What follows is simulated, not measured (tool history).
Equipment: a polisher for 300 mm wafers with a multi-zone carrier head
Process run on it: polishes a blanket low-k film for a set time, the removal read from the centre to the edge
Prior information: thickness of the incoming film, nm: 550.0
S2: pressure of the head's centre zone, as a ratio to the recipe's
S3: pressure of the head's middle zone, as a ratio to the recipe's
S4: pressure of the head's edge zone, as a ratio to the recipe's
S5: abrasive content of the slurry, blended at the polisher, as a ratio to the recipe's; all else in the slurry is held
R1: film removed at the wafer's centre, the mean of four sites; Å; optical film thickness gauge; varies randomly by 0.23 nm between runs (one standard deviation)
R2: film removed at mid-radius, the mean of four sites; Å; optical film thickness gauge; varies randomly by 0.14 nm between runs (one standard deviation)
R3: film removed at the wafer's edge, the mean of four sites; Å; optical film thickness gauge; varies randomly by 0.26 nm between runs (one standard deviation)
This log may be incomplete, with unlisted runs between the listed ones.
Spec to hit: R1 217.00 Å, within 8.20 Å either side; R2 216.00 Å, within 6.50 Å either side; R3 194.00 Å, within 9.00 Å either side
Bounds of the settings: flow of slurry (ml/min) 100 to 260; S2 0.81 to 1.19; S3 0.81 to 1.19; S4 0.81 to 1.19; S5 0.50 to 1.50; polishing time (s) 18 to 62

Run 1, hour 0.0: flow of slurry (ml/min) 165, S2 1.00, S3 1.00, S4 1.00, S5 1.00, polishing time (s) 40. Result: R1 166.81 Å, R2 168.58 Å, R3 164.17 Å.
Run 2, hour 6.0: flow of slurry (ml/min) 165, S2 1.00, S3 1.08, S4 1.00, S5 1.00, polishing time (s) 40. Result: R1 164.48 Å, R2 181.14 Å, R3 169.04 Å.
Run 3, hour 7.6: flow of slurry (ml/min) 165, S2 1.00, S3 1.11, S4 1.00, S5 1.00, polishing time (s) 40. Result: R1 163.84 Å, R2 184.62 Å, R3 164.21 Å.
Run 4, hour 8.4: flow of slurry (ml/min) 175, S2 1.02, S3 1.12, S4 1.02, S5 1.05, polishing time (s) 40. Result: R1 174.04 Å, R2 192.03 Å, R3 171.54 Å.
Run 5, hour 15.1: flow of slurry (ml/min) 175, S2 0.95, S3 1.12, S4 1.02, S5 1.05, polishing time (s) 40. Result: R1 159.56 Å, R2 191.80 Å, R3 174.46 Å.
Run 6, hour 20.1: flow of slurry (ml/min) 185, S2 0.98, S3 1.12, S4 1.03, S5 1.05, polishing time (s) 40. Result: R1 164.28 Å, R2 191.78 Å, R3 173.01 Å.
Run 7, hour 27.3: flow of slurry (ml/min) 185, S2 1.01, S3 1.12, S4 1.04, S5 1.10, polishing time (s) 40. Result: R1 173.03 Å, R2 198.29 Å, R3 180.08 Å.
Run 8, hour 30.5: flow of slurry (ml/min) 190, S2 1.04, S3 1.12, S4 1.04, S5 1.10, polishing time (s) 40. Result: R1 183.10 Å, R2 197.39 Å, R3 175.35 Å.
Run 9, hour 34.8: flow of slurry (ml/min) 190, S2 1.05, S3 1.12, S4 1.05, S5 1.15, polishing time (s) 40. Result: R1 182.79 Å, R2 196.63 Å, R3 180.14 Å.
Run 10, hour 39.7: flow of slurry (ml/min) 195, S2 1.07, S3 1.13, S4 1.05, S5 1.20, polishing time (s) 40. Result: R1 195.89 Å, R2 204.83 Å, R3 181.76 Å.
Run 11, hour 41.4: flow of slurry (ml/min) 200, S2 1.08, S3 1.13, S4 1.06, S5 1.20, polishing time (s) 40. Result: R1 190.56 Å, R2 204.08 Å, R3 186.96 Å.

Consider the 5 candidate settings below. Which is the only one whose results all fall within their allowed miss of target?
Run A, hour 43.1: flow of slurry (ml/min) 240, S2 0.97, S3 1.11, S4 1.08, S5 1.35, polishing time (s) 37. Result: R1 ?, R2 ?, R3 ?.
Run B, hour 43.1: flow of slurry (ml/min) 170, S2 1.11, S3 1.09, S4 0.97, S5 0.95, polishing time (s) 48. Result: R1 ?, R2 ?, R3 ?.
Run C, hour 43.1: flow of slurry (ml/min) 220, S2 0.88, S3 1.08, S4 1.19, S5 1.20, polishing time (s) 42. Result: R1 ?, R2 ?, R3 ?.
Run D, hour 43.1: flow of slurry (ml/min) 205, S2 0.95, S3 1.12, S4 1.14, S5 1.30, polishing time (s) 39. Result: R1 ?, R2 ?, R3 ?.
Run E, hour 43.1: flow of slurry (ml/min) 235, S2 0.92, S3 1.13, S4 1.19, S5 1.05, polishing time (s) 39. Result: R1 ?, R2 ?, R3 ?.

move      R1      R2      R3
   A  170.98  198.29  183.18
   B  213.85  215.18  193.59
   C  168.01  209.33  208.57
   D  171.30  204.61  193.57
   E  156.40  193.84  185.38
A: moves away from the targets compared with the last run
B: hits every target within its allowed miss
C: moves away from the targets compared with the last run
D: moves away from the targets compared with the last run
E: moves away from the targets compared with the last run
The right move is B.
